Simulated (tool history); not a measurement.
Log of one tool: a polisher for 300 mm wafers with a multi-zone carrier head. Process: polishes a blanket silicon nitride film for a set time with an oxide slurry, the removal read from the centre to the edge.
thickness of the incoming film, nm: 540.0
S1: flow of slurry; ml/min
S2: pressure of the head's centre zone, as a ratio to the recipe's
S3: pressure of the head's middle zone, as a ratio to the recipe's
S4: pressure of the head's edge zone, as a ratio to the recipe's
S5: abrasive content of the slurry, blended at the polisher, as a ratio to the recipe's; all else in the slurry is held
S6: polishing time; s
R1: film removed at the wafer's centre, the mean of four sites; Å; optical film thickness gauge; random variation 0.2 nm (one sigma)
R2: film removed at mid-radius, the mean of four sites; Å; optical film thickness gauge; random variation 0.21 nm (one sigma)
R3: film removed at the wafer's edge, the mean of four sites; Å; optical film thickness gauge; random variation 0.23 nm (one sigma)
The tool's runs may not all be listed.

run,hour,S1,S2,S3,S4,S5,S6,R1,R2,R3
1,0.0,155,1.00,1.00,1.00,1.00,58,406.72,407.32,405.20
2,5.7,150,1.00,0.97,1.00,0.95,57,393.89,384.57,392.06
3,10.0,145,1.00,0.95,1.00,0.90,56,374.85,363.10,378.24
4,17.7,145,0.93,0.95,1.00,0.90,56,347.80,358.27,374.10
5,19.8,145,0.93,0.95,1.00,0.90,45,281.31,288.81,298.08
6,27.2,140,0.94,0.93,1.00,0.85,45,273.89,277.41,295.06
7,32.4,135,0.95,0.91,0.99,0.85,45,275.97,274.85,295.39
8,41.0,135,0.96,0.90,0.99,0.80,45,275.03,257.59,286.05
9,43.3,130,0.96,0.89,0.98,0.80,45,271.55,258.65,283.22
10,46.9,125,0.97,0.88,0.98,0.80,45,272.55,253.12,282.74
11,48.2,125,0.97,0.88,0.98,0.80,45,273.33,256.27,283.26

Run 12 comes next. What will it give?
12,50.6,125,0.97,0.87,0.98,0.80,45,?,?,?

R1: 269.50 Å
R2: 247.13 Å
R3: 282.92 Å
